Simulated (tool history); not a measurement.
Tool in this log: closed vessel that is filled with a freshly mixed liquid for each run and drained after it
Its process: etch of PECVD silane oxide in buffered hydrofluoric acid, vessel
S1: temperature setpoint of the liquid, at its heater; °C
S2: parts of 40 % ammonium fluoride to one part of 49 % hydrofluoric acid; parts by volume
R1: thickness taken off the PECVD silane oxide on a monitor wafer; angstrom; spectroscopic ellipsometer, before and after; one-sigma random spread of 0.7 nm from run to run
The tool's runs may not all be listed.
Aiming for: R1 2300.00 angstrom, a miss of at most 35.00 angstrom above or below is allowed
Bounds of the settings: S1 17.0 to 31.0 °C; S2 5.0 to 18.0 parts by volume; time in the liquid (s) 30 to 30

{"run": 1, "hour": 0.0, "S1": 23.0, "S2": 11.0, "time in the liquid (s)": 30, "R1": 832.14}
{"run": 2, "hour": 6.1, "S1": 24.0, "S2": 10.0, "time in the liquid (s)": 30, "R1": 962.39}
{"run": 3, "hour": 13.7, "S1": 24.0, "S2": 10.0, "time in the liquid (s)": 30, "R1": 962.96}
{"run": 4, "hour": 22.2, "S1": 27.5, "S2": 10.0, "time in the liquid (s)": 30, "R1": 1159.8}
{"run": 5, "hour": 28.4, "S1": 30.0, "S2": 10.0, "time in the liquid (s)": 30, "R1": 1325.7}
{"run": 6, "hour": 29.5, "S1": 30.0, "S2": 9.5, "time in the liquid (s)": 30, "R1": 1369.6}
{"run": 7, "hour": 32.2, "S1": 30.0, "S2": 9.0, "time in the liquid (s)": 30, "R1": 1417.9}
{"run": 8, "hour": 41.1, "S1": 30.0, "S2": 8.5, "time in the liquid (s)": 30, "R1": 1517.6}
{"run": 9, "hour": 46.6, "S1": 30.0, "S2": 8.0, "time in the liquid (s)": 30, "R1": 1618.8}
{"run": 10, "hour": 53.4, "S1": 30.0, "S2": 7.5, "time in the liquid (s)": 30, "R1": 1732.7}
{"run": 11, "hour": 55.5, "S1": 30.0, "S2": 7.0, "time in the liquid (s)": 30, "R1": 1866.5}

4 candidate next runs follow, results not yet known. Just one meets every target within its allowed miss. Identify it.
{"run": "A", "hour": 57.6, "S1": 31.0, "S2": 5.0, "time in the liquid (s)": 30, "R1": "?"}
{"run": "B", "hour": 57.6, "S1": 28.0, "S2": 5.0, "time in the liquid (s)": 30, "R1": "?"}
{"run": "C", "hour": 57.6, "S1": 29.5, "S2": 5.5, "time in the liquid (s)": 30, "R1": "?"}
{"run": "D", "hour": 57.6, "S1": 28.5, "S2": 5.0, "time in the liquid (s)": 30, "R1": "?"}

move=A R1=2619.20
move=B R1=2238.00
move=C R1=2235.10
move=D R1=2298.00
A: moves the result that the last run missed by most past its target, out the other side
B: moves toward the targets from the last run without getting all of them in spec
C: moves toward the targets from the last run without getting all of them in spec
D: every result within its allowed miss
D meets every target.
